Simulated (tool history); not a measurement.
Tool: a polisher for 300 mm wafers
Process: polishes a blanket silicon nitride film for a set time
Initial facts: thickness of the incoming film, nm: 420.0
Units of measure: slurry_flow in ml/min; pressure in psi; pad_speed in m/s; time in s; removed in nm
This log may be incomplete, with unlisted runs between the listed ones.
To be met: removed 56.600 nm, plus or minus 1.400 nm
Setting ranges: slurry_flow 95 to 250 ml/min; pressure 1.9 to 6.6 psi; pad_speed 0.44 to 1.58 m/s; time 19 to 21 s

run	hour	slurry_flow	pressure	pad_speed	time	removed
1	0.0	160	4.2	1.00	21	43.183
2	5.1	165	4.3	1.00	21	44.063
3	6.1	170	4.5	1.00	21	46.115
4	10.1	170	4.6	1.00	21	46.725
5	16.3	185	4.6	1.00	21	48.377
6	17.5	185	4.6	1.12	21	51.061
7	18.4	185	4.7	1.12	21	52.038
8	19.4	190	4.8	1.12	21	53.198
9	21.2	195	5.0	1.12	21	55.252

Which one of the following 4 next-run settings gets every result inside its allowed miss? There is exactly one.
A	23.0	180	5.1	1.20	20	?
B	23.0	250	5.8	0.88	21	?
C	23.0	225	4.6	1.14	21	?
D	23.0	180	5.9	0.90	21	?

move	removed
A	53.401
B	56.235
C	53.674
D	53.449
A: its largest miss is bigger than the last run's
B: every result within its allowed miss
C: its largest miss is bigger than the last run's
D: its largest miss is bigger than the last run's
Correct choice: B, which meets every target
